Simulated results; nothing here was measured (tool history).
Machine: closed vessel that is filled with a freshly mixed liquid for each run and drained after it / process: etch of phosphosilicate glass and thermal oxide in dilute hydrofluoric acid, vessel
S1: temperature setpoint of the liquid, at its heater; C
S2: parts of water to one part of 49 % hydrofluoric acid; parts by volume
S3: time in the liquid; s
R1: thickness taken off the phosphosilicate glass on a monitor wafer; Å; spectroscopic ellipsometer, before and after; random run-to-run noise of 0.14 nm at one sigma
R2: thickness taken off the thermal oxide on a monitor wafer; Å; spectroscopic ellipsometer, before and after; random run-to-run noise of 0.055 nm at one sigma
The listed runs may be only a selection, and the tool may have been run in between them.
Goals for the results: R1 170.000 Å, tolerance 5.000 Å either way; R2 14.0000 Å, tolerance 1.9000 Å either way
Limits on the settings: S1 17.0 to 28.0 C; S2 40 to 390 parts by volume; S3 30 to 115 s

run	hour	S1	S2	S3	R1	R2
1	0.0	20.0	215	60	106.610	8.6033
2	5.7	18.0	215	60	98.479	8.5188
3	12.3	18.5	210	60	103.310	8.9456
4	16.2	19.0	205	60	111.000	9.2189
5	17.2	19.5	200	60	114.740	9.4297
6	21.3	20.0	195	60	121.230	9.5801
7	27.5	20.0	190	60	126.680	10.5300
8	29.7	20.5	190	60	127.190	10.1400
9	36.0	24.5	160	60	181.550	14.7210
# hour 39.1: hydrofluoric acid flow meter replaced
10	39.1	23.5	160	60	193.000	15.4280
11	45.6	23.0	160	60	189.020	14.3900
12	53.0	22.5	160	60	185.090	15.3880

Exercise: of the 4 proposed moves below, exactly one satisfies all targets within the stated allowed misses. Which move is it?
A	60.4	20.0	150	60	?	?
B	60.4	19.0	165	65	?	?
C	60.4	28.0	245	80	?	?
D	60.4	28.0	255	85	?	?

move	R1	R2
A	180.480	15.0690
B	168.220	14.0450
C	178.820	14.9300
D	180.530	15.0730
A: gains on the last run, yet a result remains outside its allowed miss
B: each result inside its tolerance
C: gains on the last run, yet a result remains outside its allowed miss
D: gains on the last run, yet a result remains outside its allowed miss
So the answer is move B, the one that meets all the targets.

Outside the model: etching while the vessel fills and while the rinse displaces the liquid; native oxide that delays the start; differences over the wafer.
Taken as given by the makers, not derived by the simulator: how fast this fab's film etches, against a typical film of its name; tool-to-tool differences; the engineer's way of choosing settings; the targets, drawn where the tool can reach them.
